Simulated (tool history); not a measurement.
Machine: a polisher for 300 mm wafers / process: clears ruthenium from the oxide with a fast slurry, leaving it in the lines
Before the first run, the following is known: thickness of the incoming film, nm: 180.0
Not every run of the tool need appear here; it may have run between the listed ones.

run,hour,flow of slurry (ml/min),pressure of the wafer on the pad (kPa),speed of the pad under the wafer (m/s),abrasive content of the slurry,overpolish time after the end point (s),time until the end point was called (s),dishing of a wide line in a test structure (Å)
1,0.0,130,19.3,1.06,1.00,22,44.620,607.55
2,8.1,145,22.8,1.10,1.00,22,35.694,706.58
3,10.5,145,22.8,1.10,1.00,26,35.913,800.46
4,17.5,150,25.5,1.16,1.00,25,30.368,884.23
5,19.9,150,25.5,1.16,1.00,28,30.475,929.30
6,24.2,160,26.9,1.20,1.00,26,28.174,960.20

What will run 7 give?
7,27.4,170,30.3,1.42,1.05,19,?,?

time until the end point was called (s): 20.360
dishing of a wide line in a test structure (Å): 946.39
